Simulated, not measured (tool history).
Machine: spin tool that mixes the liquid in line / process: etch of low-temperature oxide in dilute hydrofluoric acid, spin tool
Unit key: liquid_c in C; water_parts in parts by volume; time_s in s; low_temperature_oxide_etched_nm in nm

run,hour,liquid_c,water_parts,time_s,low_temperature_oxide_etched_nm
1,0,21,200,320,28.509
2,4,22,190,320,31.026
3,9.6,23.5,190,320,32.703
4,18.2,23.5,190,320,32.936
5,27.2,24,180,320,35.644
6,31.1,24.5,170,320,38.941
7,37.2,25,165,320,41.094
8,38.8,29,105,320,80.268

Run 9 comes next. What will it give?
9,40.9,25,105,320,?

Logged for run 9: low_temperature_oxide_etched_nm 68.998 nm.
